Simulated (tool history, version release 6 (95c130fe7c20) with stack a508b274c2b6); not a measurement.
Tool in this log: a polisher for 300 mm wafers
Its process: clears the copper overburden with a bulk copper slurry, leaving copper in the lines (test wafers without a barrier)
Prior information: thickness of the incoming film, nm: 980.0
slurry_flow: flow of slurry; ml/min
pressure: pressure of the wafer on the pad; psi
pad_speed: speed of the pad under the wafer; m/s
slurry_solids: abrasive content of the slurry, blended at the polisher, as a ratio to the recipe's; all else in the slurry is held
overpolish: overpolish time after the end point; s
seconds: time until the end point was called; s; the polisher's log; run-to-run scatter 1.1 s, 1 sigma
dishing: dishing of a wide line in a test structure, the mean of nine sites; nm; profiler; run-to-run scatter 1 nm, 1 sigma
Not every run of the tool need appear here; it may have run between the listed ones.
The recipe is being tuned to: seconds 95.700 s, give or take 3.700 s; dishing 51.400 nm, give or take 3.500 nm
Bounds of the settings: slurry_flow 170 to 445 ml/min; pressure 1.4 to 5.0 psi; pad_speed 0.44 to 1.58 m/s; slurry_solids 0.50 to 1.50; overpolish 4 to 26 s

run,hour,slurry_flow,pressure,pad_speed,slurry_solids,overpolish,seconds,dishing
1,0.0,285,3.2,1.00,1.00,13,79.974,85.726
2,4.4,285,3.2,1.22,1.00,13,66.980,96.351
3,10.3,285,2.9,1.22,1.00,12,73.206,85.443
4,18.9,285,2.6,1.22,1.00,12,81.397,77.806
5,20.6,285,2.2,1.22,1.00,12,95.890,66.694
6,21.7,315,2.2,1.22,1.00,12,96.042,69.178
7,28.8,310,2.2,1.22,1.00,11,92.542,63.647
8,36.5,310,2.2,1.22,1.00,10,94.660,58.704
9,44.3,310,2.2,1.22,1.00,9,94.669,56.818

Consider the 5 candidate settings below. Which is the only one whose results all fall within their allowed miss of target?
A,52.1,325,2.2,1.20,0.95,11,?,?
B,52.1,315,2.2,1.16,1.00,12,?,?
C,52.1,325,2.8,1.00,0.80,11,?,?
D,52.1,285,2.3,1.14,1.20,8,?,?
E,52.1,300,2.3,1.16,0.90,11,?,?

move,seconds,dishing
A,97.641,64.503
B,100.550,67.313
C,94.385,67.880
D,96.568,50.964
E,98.087,64.600
A: the biggest miss grows against the last run
B: the biggest miss grows against the last run
C: the biggest miss grows against the last run
D: in spec on every target
E: the biggest miss grows against the last run
Answer: D
